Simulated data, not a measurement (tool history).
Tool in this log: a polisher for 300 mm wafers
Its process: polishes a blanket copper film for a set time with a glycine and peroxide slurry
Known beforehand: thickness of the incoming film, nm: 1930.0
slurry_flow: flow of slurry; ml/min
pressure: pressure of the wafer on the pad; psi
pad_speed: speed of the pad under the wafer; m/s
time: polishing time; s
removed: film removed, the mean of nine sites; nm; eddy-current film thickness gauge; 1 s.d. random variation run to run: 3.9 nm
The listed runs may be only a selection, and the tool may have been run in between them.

run 1 hour=0 | slurry_flow=230 pressure=2.3 pad_speed=1.14 time=103 | removed=492.66
run 2 hour=3.5 | slurry_flow=230 pressure=2.3 pad_speed=1.14 time=108 | removed=516.58
run 3 hour=6.1 | slurry_flow=235 pressure=2.4 pad_speed=1.14 time=108 | removed=536.74
run 4 hour=8.3 | slurry_flow=235 pressure=2.4 pad_speed=1.02 time=108 | removed=499.25
run 5 hour=16.4 | slurry_flow=235 pressure=2.4 pad_speed=1.02 time=103 | removed=474.24
run 6 hour=21.8 | slurry_flow=235 pressure=2.4 pad_speed=1.02 time=103 | removed=471.71
run 7 hour=24.1 | slurry_flow=235 pressure=2.4 pad_speed=1.02 time=103 | removed=476.24
run 8 hour=30.1 | slurry_flow=240 pressure=2.5 pad_speed=1.02 time=103 | removed=497.46

What does the tool deliver on the next run?
run 9 hour=30.6 | slurry_flow=255 pressure=2.6 pad_speed=1.02 time=103 | removed=?

removed: 514.25 nm
